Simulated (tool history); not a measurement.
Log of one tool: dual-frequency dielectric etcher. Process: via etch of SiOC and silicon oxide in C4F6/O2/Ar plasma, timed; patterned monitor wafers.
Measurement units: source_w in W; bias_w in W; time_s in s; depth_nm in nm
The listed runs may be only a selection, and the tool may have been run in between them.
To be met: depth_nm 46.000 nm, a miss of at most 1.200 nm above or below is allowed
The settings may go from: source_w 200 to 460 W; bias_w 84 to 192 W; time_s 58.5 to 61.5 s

run	hour	source_w	bias_w	time_s	depth_nm
1	0.0	330	138	58.5	55.816
2	8.5	330	155	58.5	57.182
3	15.3	330	155	61.5	60.590
4	23.1	360	155	61.5	62.011
5	28.9	330	142	61.0	58.181
6	33.4	310	134	60.5	55.643
7	34.0	300	128	60.0	53.176
8	42.9	290	126	60.0	52.515
9	49.6	280	123	60.0	51.949
10	56.1	270	120	60.0	50.094
11	57.6	260	119	60.0	49.689
12	59.5	250	118	60.0	48.745
13	65.5	240	117	60.0	47.557

Below are 4 possible settings for the next run. Only one of them brings all results inside the allowed miss of their targets. Which is it?
A	71.5	280	133	59.5	?
B	71.5	220	109	58.5	?
C	71.5	210	103	58.5	?
D	71.5	250	108	58.5	?

move	depth_nm
A	52.413
B	44.303
C	42.809
D	46.373
A: misses by more than the last run did
B: moves the result that the last run missed by most past its target, out the other side
C: moves the result that the last run missed by most past its target, out the other side
D: in spec on every target
So the answer is move D, the one that meets all the targets.
